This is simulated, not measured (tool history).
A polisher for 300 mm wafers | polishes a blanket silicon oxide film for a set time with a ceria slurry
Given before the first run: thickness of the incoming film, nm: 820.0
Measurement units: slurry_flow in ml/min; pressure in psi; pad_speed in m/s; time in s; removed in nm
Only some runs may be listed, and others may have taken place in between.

run  hour  slurry_flow  pressure  pad_speed  time  removed
  1   0.0          320       4.2       1.14    31   216.85
  2   8.1          320       3.9       1.14    31   209.23
  3   9.6          320       4.7       1.14    31   248.08
  4  12.3          320       5.2       1.14    31   269.32
  5  15.0          320       4.7       1.14    31   249.99
  6  18.7          320       4.3       1.14    31   227.71

The next listed run, before its measurement:
  7  26.5          320       4.0       1.14    31        ?

For run 7 the tool returned removed 210.82 nm.

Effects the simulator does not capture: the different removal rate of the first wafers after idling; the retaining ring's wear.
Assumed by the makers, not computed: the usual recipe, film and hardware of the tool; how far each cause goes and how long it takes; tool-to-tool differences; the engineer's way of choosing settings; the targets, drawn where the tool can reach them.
